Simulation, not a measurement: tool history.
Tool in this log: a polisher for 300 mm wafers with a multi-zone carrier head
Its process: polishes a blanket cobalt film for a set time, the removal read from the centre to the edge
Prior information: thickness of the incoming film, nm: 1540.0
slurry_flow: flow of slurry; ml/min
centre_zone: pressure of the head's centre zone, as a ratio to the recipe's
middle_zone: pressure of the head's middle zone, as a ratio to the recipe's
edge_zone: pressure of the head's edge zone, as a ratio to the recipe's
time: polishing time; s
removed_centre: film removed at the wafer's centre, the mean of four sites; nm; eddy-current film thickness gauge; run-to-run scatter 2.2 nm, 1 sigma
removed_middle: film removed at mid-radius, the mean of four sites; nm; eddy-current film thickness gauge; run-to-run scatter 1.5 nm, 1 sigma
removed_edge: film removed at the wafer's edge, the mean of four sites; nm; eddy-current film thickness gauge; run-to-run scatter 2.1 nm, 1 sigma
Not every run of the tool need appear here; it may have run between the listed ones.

{"run": 1, "day": 0.0, "slurry_flow": 185, "centre_zone": 1, "middle_zone": 1, "edge_zone": 1, "time": 65, "removed_centre": 236.09, "removed_middle": 215.44, "removed_edge": 220.14}
{"run": 2, "day": 0.262, "slurry_flow": 225, "centre_zone": 1, "middle_zone": 1, "edge_zone": 1, "time": 65, "removed_centre": 241.78, "removed_middle": 214.86, "removed_edge": 227.38}
{"run": 3, "day": 0.567, "slurry_flow": 225, "centre_zone": 0.96, "middle_zone": 1, "edge_zone": 1, "time": 65, "removed_centre": 235.15, "removed_middle": 219.62, "removed_edge": 221.07}
{"run": 4, "day": 0.683, "slurry_flow": 225, "centre_zone": 0.96, "middle_zone": 1, "edge_zone": 1, "time": 73, "removed_centre": 259.91, "removed_middle": 247.56, "removed_edge": 247.96}
{"run": 5, "day": 0.779, "slurry_flow": 245, "centre_zone": 0.96, "middle_zone": 1, "edge_zone": 1, "time": 73, "removed_centre": 266.7, "removed_middle": 245.48, "removed_edge": 255.16}
{"run": 6, "day": 0.971, "slurry_flow": 225, "centre_zone": 0.96, "middle_zone": 1, "edge_zone": 1, "time": 73, "removed_centre": 263.62, "removed_middle": 244.59, "removed_edge": 251.62}
{"run": 7, "day": 1.254, "slurry_flow": 215, "centre_zone": 0.93, "middle_zone": 0.99, "edge_zone": 0.99, "time": 68, "removed_centre": 234.93, "removed_middle": 224.44, "removed_edge": 233.55}
{"run": 8, "day": 1.375, "slurry_flow": 210, "centre_zone": 0.92, "middle_zone": 1.01, "edge_zone": 0.97, "time": 63, "removed_centre": 212.67, "removed_middle": 213.23, "removed_edge": 216.01}
{"run": 9, "day": 1.508, "slurry_flow": 205, "centre_zone": 0.93, "middle_zone": 1.03, "edge_zone": 0.95, "time": 58, "removed_centre": 198.61, "removed_middle": 197.33, "removed_edge": 192.78}
{"run": 10, "day": 1.567, "slurry_flow": 200, "centre_zone": 0.91, "middle_zone": 1.04, "edge_zone": 0.93, "time": 56, "removed_centre": 186.83, "removed_middle": 190.78, "removed_edge": 184.07}
{"run": 11, "day": 1.675, "slurry_flow": 195, "centre_zone": 0.9, "middle_zone": 1.04, "edge_zone": 0.91, "time": 55, "removed_centre": 179.7, "removed_middle": 187.32, "removed_edge": 180.39}
{"run": 12, "day": 2.033, "slurry_flow": 195, "centre_zone": 0.89, "middle_zone": 1.05, "edge_zone": 0.89, "time": 54, "removed_centre": 175.81, "removed_middle": 184.03, "removed_edge": 176.53}
{"run": 13, "day": 2.4, "slurry_flow": 190, "centre_zone": 0.88, "middle_zone": 1.06, "edge_zone": 0.88, "time": 53, "removed_centre": 173.06, "removed_middle": 182.74, "removed_edge": 171.37}
{"run": 14, "day": 2.733, "slurry_flow": 185, "centre_zone": 0.87, "middle_zone": 1.06, "edge_zone": 0.87, "time": 52, "removed_centre": 168.52, "removed_middle": 178.49, "removed_edge": 166.99}

Run 15 is up next; what results do you expect?
{"run": 15, "day": 2.842, "slurry_flow": 150, "centre_zone": 0.82, "middle_zone": 1.07, "edge_zone": 0.81, "time": 50, "removed_centre": "?", "removed_middle": "?", "removed_edge": "?"}

{"run 15": {"removed_centre": 142.42, "removed_middle": 169.79, "removed_edge": 153.44}}
